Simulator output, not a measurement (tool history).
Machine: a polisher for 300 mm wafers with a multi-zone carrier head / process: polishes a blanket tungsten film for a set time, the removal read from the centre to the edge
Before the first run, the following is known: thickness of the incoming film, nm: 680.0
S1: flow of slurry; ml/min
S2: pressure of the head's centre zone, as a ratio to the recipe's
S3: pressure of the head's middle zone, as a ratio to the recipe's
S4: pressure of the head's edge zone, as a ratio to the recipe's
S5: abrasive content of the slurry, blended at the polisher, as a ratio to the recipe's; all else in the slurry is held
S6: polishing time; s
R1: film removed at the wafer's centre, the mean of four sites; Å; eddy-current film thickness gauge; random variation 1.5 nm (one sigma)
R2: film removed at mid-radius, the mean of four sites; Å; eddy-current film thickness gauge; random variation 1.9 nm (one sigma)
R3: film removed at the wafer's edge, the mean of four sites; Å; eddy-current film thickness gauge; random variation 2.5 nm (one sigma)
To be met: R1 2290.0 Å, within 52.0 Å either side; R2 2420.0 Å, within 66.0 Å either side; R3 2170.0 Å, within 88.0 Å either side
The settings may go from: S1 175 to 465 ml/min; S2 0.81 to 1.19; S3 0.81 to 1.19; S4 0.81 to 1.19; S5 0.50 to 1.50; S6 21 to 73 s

run	day	S1	S2	S3	S4	S5	S6	R1	R2	R3
1	0.000	295	1.00	1.00	1.00	1.00	47	2558.5	2527.1	2659.6
2	0.183	290	1.00	1.02	0.95	0.90	47	2472.8	2479.5	2464.5
3	0.438	290	1.00	1.10	0.95	0.90	47	2441.9	2675.9	2473.6
4	0.546	280	0.99	1.08	0.91	0.90	47	2428.6	2619.0	2408.3
5	0.912	280	0.99	1.08	0.91	0.90	39	2012.2	2140.8	2053.6
6	0.950	300	1.01	1.10	0.92	0.90	39	2071.7	2194.2	2055.1
7	1.050	315	1.03	1.12	0.93	0.90	39	2097.6	2273.1	2038.5
8	1.271	320	1.05	1.12	0.95	0.95	39	2191.0	2316.1	2096.0

Of the 4 settings listed for the next run, only one would bring every result within its allowed miss of target. Which one?
A	1.492	295	1.07	1.17	0.87	0.90	40	?	?	?
B	1.492	320	1.08	0.98	0.96	0.95	41	?	?	?
C	1.492	280	1.05	1.13	0.93	1.20	38	?	?	?
D	1.492	290	1.13	1.09	0.94	0.85	40	?	?	?

move	R1	R2	R3
A	2229.3	2380.5	2018.9
B	2367.5	2154.9	2224.3
C	2273.8	2401.3	2166.6
D	2296.1	2190.4	2048.3
A: gains on the last run, yet a result remains outside its allowed miss
B: takes the result that was furthest off past its target
C: hits every target within its allowed miss
D: meets the target for the result that was furthest off, but another lies outside its allowed miss
Answer: C

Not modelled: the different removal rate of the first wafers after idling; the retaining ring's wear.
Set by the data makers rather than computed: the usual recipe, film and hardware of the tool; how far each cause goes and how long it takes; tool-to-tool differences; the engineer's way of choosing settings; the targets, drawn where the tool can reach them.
